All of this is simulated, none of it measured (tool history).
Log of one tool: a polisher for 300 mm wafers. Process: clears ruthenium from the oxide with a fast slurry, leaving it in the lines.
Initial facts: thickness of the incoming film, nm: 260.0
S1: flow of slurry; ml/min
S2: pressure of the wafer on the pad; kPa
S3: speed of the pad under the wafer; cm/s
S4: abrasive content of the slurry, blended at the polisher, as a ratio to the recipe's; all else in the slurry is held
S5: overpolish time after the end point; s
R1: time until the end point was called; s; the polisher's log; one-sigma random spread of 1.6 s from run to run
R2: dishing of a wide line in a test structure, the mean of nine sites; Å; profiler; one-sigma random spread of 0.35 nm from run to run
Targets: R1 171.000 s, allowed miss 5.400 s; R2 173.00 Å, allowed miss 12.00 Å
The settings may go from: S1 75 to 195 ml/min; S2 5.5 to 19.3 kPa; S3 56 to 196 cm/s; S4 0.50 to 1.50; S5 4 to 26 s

run,day,S1,S2,S3,S4,S5,R1,R2
1,0.000,125,12.4,126,1.00,13,68.539,384.57
2,0.233,120,11.0,118,1.00,13,81.432,315.46
3,0.271,120,11.0,118,1.00,10,83.899,255.90
4,0.650,120,13.1,118,1.00,10,69.608,286.91
5,0.700,140,13.1,118,1.00,10,67.040,296.55
6,1.062,140,11.0,118,1.00,10,80.298,259.42
7,1.121,130,9.7,112,1.00,11,95.110,246.25
8,1.433,125,9.0,108,1.00,11,106.740,221.29
9,1.462,120,8.3,106,1.00,11,116.590,190.75
10,1.600,120,8.3,106,1.00,11,117.680,199.56
11,1.746,115,7.6,104,1.00,12,132.250,186.40
12,1.771,110,7.6,104,1.00,13,131.970,206.74
# day 1.858: head pressure recalibrated
13,1.858,95,5.5,92,1.00,14,178.320,163.76

Which of these 4 next moves meets every target?
A,1.946,90,6.2,86,1.00,14,?,?
B,1.946,135,5.5,82,0.95,13,?,?
C,1.946,110,6.9,74,0.95,12,?,?
D,1.946,95,6.2,80,1.05,12,?,?

move,R1,R2
A,173.040,172.83
B,186.310,149.98
C,169.720,151.89
D,173.950,148.35
A: in spec on every target
B: further off than the last run
C: the worst result of the last run now meets its target, but another is out of spec
D: the worst result of the last run now meets its target, but another is out of spec
Move A is the one to make.
